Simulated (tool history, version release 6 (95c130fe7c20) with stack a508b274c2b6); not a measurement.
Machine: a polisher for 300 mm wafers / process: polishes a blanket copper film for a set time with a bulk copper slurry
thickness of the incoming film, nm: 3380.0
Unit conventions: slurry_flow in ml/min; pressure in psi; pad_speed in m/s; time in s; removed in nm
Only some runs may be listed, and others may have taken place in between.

run,day,slurry_flow,pressure,pad_speed,slurry_solids,time,removed
1,0.000,210,2.8,1.24,1.00,109,1255.50
2,0.067,210,3.3,1.24,1.00,109,1485.30
3,0.388,210,2.7,1.20,1.00,109,1154.60
4,0.654,175,2.7,1.20,1.00,109,1116.30
5,0.808,175,2.7,1.20,1.00,109,1130.80
6,0.846,175,2.7,1.20,1.15,109,1134.00
7,0.954,175,2.3,1.18,1.15,109,997.48

Forecast run 8:
8,1.233,175,1.5,1.08,1.15,109,?

{"run 8": {"removed": 596.51}}
